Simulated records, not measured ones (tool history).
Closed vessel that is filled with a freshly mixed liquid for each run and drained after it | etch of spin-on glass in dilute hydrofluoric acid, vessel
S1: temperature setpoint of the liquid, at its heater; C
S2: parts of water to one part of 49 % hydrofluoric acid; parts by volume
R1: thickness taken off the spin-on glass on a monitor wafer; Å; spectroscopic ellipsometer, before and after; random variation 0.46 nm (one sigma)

Run 1, hour 0: S1 24 C, S2 105 parts by volume, time in the liquid (s) 90. Result: R1 533.81 Å.
Run 2, hour 4: S1 25.5 C, S2 105 parts by volume, time in the liquid (s) 90. Result: R1 571.89 Å.
Run 3, hour 8.3: S1 25.5 C, S2 105 parts by volume, time in the liquid (s) 90. Result: R1 573.63 Å.
Run 4, hour 13.1: S1 27 C, S2 105 parts by volume, time in the liquid (s) 90. Result: R1 609.05 Å.
Run 5, hour 14.7: S1 29.5 C, S2 105 parts by volume, time in the liquid (s) 90. Result: R1 665.62 Å.
Run 6, hour 23.2: S1 30 C, S2 105 parts by volume, time in the liquid (s) 90. Result: R1 683.57 Å.
Run 7, hour 31: S1 30.5 C, S2 105 parts by volume, time in the liquid (s) 90. Result: R1 693.54 Å.
Run 8, hour 34.7: S1 31 C, S2 105 parts by volume, time in the liquid (s) 90. Result: R1 707.31 Å.
Run 9, hour 41.2: S1 31.5 C, S2 100 parts by volume, time in the liquid (s) 90. Result: R1 751.22 Å.

Forecast run 10:
Run 10, hour 49.9: S1 32 C, S2 95 parts by volume, time in the liquid (s) 90. Result: R1 ?.

Run 10 produced R1 824.08 Å.
